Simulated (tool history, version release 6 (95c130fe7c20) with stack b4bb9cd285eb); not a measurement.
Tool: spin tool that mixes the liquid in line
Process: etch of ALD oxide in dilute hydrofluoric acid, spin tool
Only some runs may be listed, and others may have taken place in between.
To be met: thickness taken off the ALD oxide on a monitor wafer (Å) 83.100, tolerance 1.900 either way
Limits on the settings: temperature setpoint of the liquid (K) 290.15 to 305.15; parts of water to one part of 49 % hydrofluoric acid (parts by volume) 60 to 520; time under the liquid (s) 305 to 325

| run | hour | temperature setpoint of the liquid (K) | parts of water to one part of 49 % hydrofluoric acid (parts by volume) | time under the liquid (s) | thickness taken off the ALD oxide on a monitor wafer (Å) |
|---|---|---|---|---|---|
| 1 | 0.0 | 297.15 | 290 | 305 | 153.210 |
| 2 | 6.6 | 295.15 | 320 | 305 | 126.010 |
| 3 | 7.4 | 295.15 | 320 | 305 | 126.080 |
| 4 | 15.6 | 295.15 | 360 | 305 | 107.940 |
| 5 | 18.3 | 293.65 | 370 | 305 | 98.776 |
| 6 | 24.8 | 293.65 | 335 | 305 | 112.990 |
| 7 | 29.4 | 292.65 | 350 | 305 | 103.150 |
| 8 | 33.3 | 292.15 | 360 | 305 | 97.414 |
| 9 | 41.2 | 291.65 | 370 | 305 | 92.349 |

Consider the 5 candidate settings below. Which is the only one whose results all fall within their allowed miss of target?
| A | 49.1 | 295.65 | 405 | 305 | ? |
| B | 49.1 | 291.15 | 395 | 320 | ? |
| C | 49.1 | 293.15 | 360 | 310 | ? |
| D | 49.1 | 293.15 | 335 | 305 | ? |
| E | 49.1 | 293.15 | 415 | 305 | ? |

| move | thickness taken off the ALD oxide on a monitor wafer (Å) |
|---|---|
| A | 94.149 |
| B | 87.411 |
| C | 102.670 |
| D | 110.910 |
| E | 83.701 |
A: lands further from the targets than the last run did
B: nearer than the last run, and not there yet
C: lands further from the targets than the last run did
D: lands further from the targets than the last run did
E: all results land within tolerance of their targets
Go with E: it meets all targets.

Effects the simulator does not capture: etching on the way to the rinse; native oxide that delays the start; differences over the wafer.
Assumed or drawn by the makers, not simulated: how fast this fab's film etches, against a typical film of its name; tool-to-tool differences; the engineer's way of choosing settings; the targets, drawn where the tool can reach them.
